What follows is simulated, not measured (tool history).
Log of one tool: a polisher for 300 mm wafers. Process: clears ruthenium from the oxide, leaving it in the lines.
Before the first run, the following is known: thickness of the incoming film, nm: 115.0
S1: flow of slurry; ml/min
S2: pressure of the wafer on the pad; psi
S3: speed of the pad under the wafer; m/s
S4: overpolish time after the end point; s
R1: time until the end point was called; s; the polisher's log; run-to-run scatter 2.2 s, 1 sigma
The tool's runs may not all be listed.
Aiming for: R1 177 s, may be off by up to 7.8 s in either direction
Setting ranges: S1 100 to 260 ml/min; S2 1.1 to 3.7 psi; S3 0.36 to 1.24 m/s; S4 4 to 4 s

run 1 day=0 | S1=165 S2=2.4 S3=0.8 S4=4 | R1=97.936
run 2 day=0.171 | S1=165 S2=2.2 S3=0.8 S4=4 | R1=103.77
run 3 day=0.217 | S1=195 S2=2.2 S3=0.8 S4=4 | R1=102.6
run 4 day=0.442 | S1=195 S2=2.2 S3=0.8 S4=4 | R1=99.572
run 5 day=0.633 | S1=185 S2=1.9 S3=0.78 S4=4 | R1=120.89
run 6 day=0.838 | S1=185 S2=1.9 S3=0.78 S4=4 | R1=122.59
run 7 day=1.208 | S1=180 S2=1.7 S3=0.78 S4=4 | R1=135.76
run 8 day=1.283 | S1=175 S2=1.6 S3=0.78 S4=4 | R1=143.85
run 9 day=1.342 | S1=175 S2=1.6 S3=0.78 S4=4 | R1=142.5
run 10 day=1.55 | S1=175 S2=1.6 S3=0.78 S4=4 | R1=144.18
run 11 day=1.617 | S1=175 S2=1.6 S3=0.78 S4=4 | R1=143.35
run 12 day=1.792 | S1=170 S2=1.5 S3=0.78 S4=4 | R1=155.79
run 13 day=1.933 | S1=170 S2=1.5 S3=0.78 S4=4 | R1=152.62
run 14 day=2.162 | S1=160 S2=1.4 S3=0.78 S4=4 | R1=163.79
run 15 day=2.362 | S1=155 S2=1.4 S3=0.78 S4=4 | R1=165.9
run 16 day=2.546 | S1=150 S2=1.4 S3=0.78 S4=4 | R1=166.7
run 17 day=2.792 | S1=145 S2=1.4 S3=0.78 S4=4 | R1=165.84
run 18 day=2.929 | S1=140 S2=1.4 S3=0.78 S4=4 | R1=169.23

Below are 5 possible settings for the next run. Only one of them brings all results inside the allowed miss of their targets. Which is it?
run A day=3.067 | S1=150 S2=1.4 S3=0.86 S4=4 | R1=?
run B day=3.067 | S1=155 S2=1.5 S3=0.76 S4=4 | R1=?
run C day=3.067 | S1=205 S2=1.9 S3=0.62 S4=4 | R1=?
run D day=3.067 | S1=155 S2=1.4 S3=0.72 S4=4 | R1=?
run E day=3.067 | S1=160 S2=1.4 S3=0.86 S4=4 | R1=?

move=A R1=151.27
move=B R1=159.05
move=C R1=149.31
move=D R1=178.96
move=E R1=150.03
A: further off than the last run
B: further off than the last run
C: further off than the last run
D: meets every target
E: further off than the last run
Go with D: it meets all targets.

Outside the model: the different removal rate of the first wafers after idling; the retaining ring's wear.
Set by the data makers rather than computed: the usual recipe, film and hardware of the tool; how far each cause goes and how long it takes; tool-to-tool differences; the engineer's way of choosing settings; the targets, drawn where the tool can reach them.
